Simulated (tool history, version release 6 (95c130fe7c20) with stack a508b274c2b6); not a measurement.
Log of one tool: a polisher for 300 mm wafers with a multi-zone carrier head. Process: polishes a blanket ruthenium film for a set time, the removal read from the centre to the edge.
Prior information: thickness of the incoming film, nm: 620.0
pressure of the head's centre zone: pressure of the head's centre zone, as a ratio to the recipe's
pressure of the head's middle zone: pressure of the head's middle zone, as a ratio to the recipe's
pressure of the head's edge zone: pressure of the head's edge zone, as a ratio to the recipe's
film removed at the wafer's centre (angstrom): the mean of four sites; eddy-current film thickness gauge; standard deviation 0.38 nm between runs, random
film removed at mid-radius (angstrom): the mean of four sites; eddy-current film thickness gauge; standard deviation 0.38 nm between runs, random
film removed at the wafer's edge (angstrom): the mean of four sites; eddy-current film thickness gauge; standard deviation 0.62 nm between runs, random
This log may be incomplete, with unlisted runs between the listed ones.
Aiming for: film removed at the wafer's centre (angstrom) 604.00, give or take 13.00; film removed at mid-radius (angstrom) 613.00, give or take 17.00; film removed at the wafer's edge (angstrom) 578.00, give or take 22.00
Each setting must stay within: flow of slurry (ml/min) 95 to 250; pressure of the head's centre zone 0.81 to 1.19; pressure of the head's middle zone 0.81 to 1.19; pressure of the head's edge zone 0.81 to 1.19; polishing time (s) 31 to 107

run  hour  flow of slurry (ml/min)  pressure of the head's centre zone  pressure of the head's middle zone  pressure of the head's edge zone  polishing time (s)  film removed at the wafer's centre (angstrom)  film removed at mid-radius (angstrom)  film removed at the wafer's edge (angstrom)
  1   0.0                      160                                1.00                                1.00                              1.00                  69                                         956.97                                 892.57                                       902.68
  2   3.3                      160                                1.06                                1.00                              1.00                  69                                        1010.20                                 881.68                                       895.64
  3   7.9                      160                                1.06                                1.00                              1.00                  61                                         899.71                                 784.99                                       812.11
  4  14.3                      160                                1.06                                1.00                              0.95                  61                                         890.95                                 788.92                                       776.74
  5  15.8                      160                                0.98                                1.00                              0.95                  61                                         820.55                                 777.68                                       779.05
  6  23.3                      160                                0.98                                1.00                              0.87                  61                                         823.92                                 794.10                                       760.46
  7  28.0                      155                                0.97                                1.00                              0.86                  58                                         775.19                                 746.35                                       716.62
  8  32.9                      150                                0.96                                1.00                              0.85                  56                                         738.70                                 724.93                                       681.72
  9  38.3                      150                                0.96                                1.00                              0.85                  56                                         744.75                                 713.94                                       687.38
 10  46.1                      140                                0.95                                1.01                              0.84                  54                                         692.74                                 691.68                                       656.16
 11  47.0                      140                                0.95                                1.01                              0.84                  54                                         693.03                                 688.89                                       667.47
 12  49.1                      145                                0.94                                1.01                              0.83                  52                                         659.63                                 670.19                                       624.32
 13  56.1                      145                                0.94                                1.01                              0.83                  51                                         653.96                                 656.85                                       612.66
     59.8  -- centre zone pressure recalibrated
 14  59.8                      145                                0.94                                1.01                              0.83                  51                                         609.60                                 658.46                                       621.79
 15  66.2                      135                                0.95                                1.02                              0.83                  51                                         616.37                                 660.09                                       617.29
 16  71.4                      110                                0.99                                1.00                              0.81                  48                                         591.14                                 590.47                                       561.67
 17  79.4                      115                                0.99                                1.00                              0.81                  48                                         591.87                                 597.70                                       563.23

Exercise: of the 5 proposed moves below, exactly one satisfies all targets within the stated allowed misses. Which move is it?
  A  87.4                      175                                1.00                                1.02                              0.87                  46                                              ?                                      ?                                            ?
  B  87.4                      105                                0.99                                1.05                              0.81                  47                                              ?                                      ?                                            ?
  C  87.4                      115                                1.07                                1.00                              0.81                  47                                              ?                                      ?                                            ?
  D  87.4                      135                                0.99                                1.03                              0.81                  46                                              ?                                      ?                                            ?
  E  87.4                       95                                0.96                                0.91                              0.82                  50                                              ?                                      ?                                            ?

move  film removed at the wafer's centre (angstrom)  film removed at mid-radius (angstrom)  film removed at the wafer's edge (angstrom)
   A                                         603.56                                 610.38                                       577.66
   B                                         573.25                                 604.65                                       552.94
   C                                         626.85                                 585.77                                       557.25
   D                                         578.94                                 598.56                                       552.08
   E                                         583.24                                 564.12                                       587.26
A: every result within its allowed miss
B: misses by more than the last run did
C: pushes the last run's worst result past its target
D: misses by more than the last run did
E: misses by more than the last run did
A meets every target.
